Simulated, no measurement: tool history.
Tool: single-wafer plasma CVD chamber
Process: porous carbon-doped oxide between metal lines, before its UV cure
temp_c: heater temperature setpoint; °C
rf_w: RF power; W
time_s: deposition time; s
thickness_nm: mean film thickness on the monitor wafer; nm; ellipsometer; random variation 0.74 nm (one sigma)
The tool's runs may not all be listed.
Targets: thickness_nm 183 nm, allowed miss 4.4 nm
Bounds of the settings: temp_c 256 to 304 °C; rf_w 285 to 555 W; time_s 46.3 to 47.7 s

| run | hour | temp_c | rf_w | time_s | thickness_nm |
|---|---|---|---|---|---|
| 1 | 0 | 280 | 420 | 46.3 | 229.2 |
| 2 | 3.7 | 280 | 450 | 46.3 | 244.99 |
| 3 | 5.9 | 291 | 450 | 46.3 | 226.2 |
| 4 | 10.7 | 291 | 450 | 46.3 | 226.7 |
| 5 | 18.5 | 291 | 450 | 46.3 | 225.83 |
| 6 | 23.3 | 293 | 440 | 46.3 | 218.95 |
| 7 | 24.6 | 295 | 430 | 46.3 | 211.16 |
| 8 | 25.5 | 296 | 425 | 46.3 | 209.22 |
|  | 26.7 | thermocouple changed; heater temperature recalibrated |
| 9 | 26.7 | 297 | 420 | 46.3 | 199.66 |
| 10 | 34.6 | 298 | 420 | 46.3 | 199.15 |
| 11 | 39.2 | 299 | 415 | 46.3 | 195.2 |
| 12 | 40.3 | 300 | 415 | 46.3 | 193.62 |

Which of these 4 next moves meets every target?
| A | 41.4 | 292 | 405 | 47.7 | ? |
| B | 41.4 | 304 | 405 | 46.3 | ? |
| C | 41.4 | 304 | 380 | 46.3 | ? |
| D | 41.4 | 301 | 370 | 46.3 | ? |

| move | thickness_nm |
|---|---|
| A | 203.89 |
| B | 183.23 |
| C | 171.95 |
| D | 170.49 |
A: further off than the last run
B: meets every target
C: takes the result that was furthest off past its target
D: takes the result that was furthest off past its target
Move B is the one to make.
